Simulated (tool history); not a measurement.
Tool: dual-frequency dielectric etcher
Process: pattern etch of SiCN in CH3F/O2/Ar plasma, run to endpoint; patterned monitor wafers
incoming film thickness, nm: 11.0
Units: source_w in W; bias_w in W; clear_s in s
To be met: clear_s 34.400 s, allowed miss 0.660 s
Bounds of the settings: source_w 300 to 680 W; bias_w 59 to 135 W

run,day,source_w,bias_w,clear_s
1,0.000,490,97,25.579
2,0.112,490,110,24.213
3,0.438,490,126,22.877
4,0.592,490,119,23.440
5,0.883,540,119,22.261
6,1.075,510,114,23.466
7,1.396,490,109,24.465
8,1.442,470,105,25.262
9,1.667,450,101,26.008
10,1.779,450,101,26.274
11,2.150,430,98,27.099
12,2.400,420,95,27.931
13,2.608,410,93,28.460
14,2.704,400,91,28.913
15,2.858,390,89,29.467
16,2.958,380,88,29.995
17,3.100,370,87,30.618
18,3.425,360,86,31.329
19,3.708,300,74,37.125
20,3.833,360,75,32.969

Which of these 4 next moves meets every target?
A,3.958,320,81,?
B,3.958,380,80,?
C,3.958,390,73,?
D,3.958,390,72,?

move,clear_s
A,34.442
B,31.374
C,32.018
D,32.183
A: meets every target
B: further off than the last run
C: further off than the last run
D: further off than the last run
Answer: A
